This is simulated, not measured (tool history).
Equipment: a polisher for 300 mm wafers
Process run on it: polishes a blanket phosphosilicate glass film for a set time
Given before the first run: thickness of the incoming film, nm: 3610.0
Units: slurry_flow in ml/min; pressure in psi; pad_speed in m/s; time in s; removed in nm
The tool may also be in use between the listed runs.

| run | hour | slurry_flow | pressure | pad_speed | slurry_solids | time | removed |
|---|---|---|---|---|---|---|---|
| 1 | 0 | 210 | 2.5 | 1.04 | 1 | 122 | 903.55 |
| 2 | 1.7 | 210 | 2.5 | 1.04 | 1.1 | 122 | 925.87 |
| 3 | 2.6 | 210 | 2.5 | 0.78 | 1.1 | 122 | 764.45 |
| 4 | 8.9 | 200 | 2 | 0.74 | 1.1 | 122 | 594.57 |
| 5 | 11.5 | 200 | 2 | 0.74 | 1.25 | 122 | 631.71 |
| 6 | 18.9 | 190 | 1.7 | 0.7 | 1.25 | 122 | 515.75 |
| 7 | 23.2 | 140 | 1.1 | 0.7 | 1.25 | 122 | 332.45 |
| 8 | 30.8 | 160 | 1.1 | 0.7 | 1.25 | 122 | 338.02 |
| 9 | 32.1 | 185 | 1.1 | 0.7 | 1.25 | 122 | 341.78 |

The next listed run, before its measurement:
| 10 | 33 | 195 | 1.2 | 0.7 | 1.25 | 122 | ? |

Run 10 gave removed 371.35 nm.

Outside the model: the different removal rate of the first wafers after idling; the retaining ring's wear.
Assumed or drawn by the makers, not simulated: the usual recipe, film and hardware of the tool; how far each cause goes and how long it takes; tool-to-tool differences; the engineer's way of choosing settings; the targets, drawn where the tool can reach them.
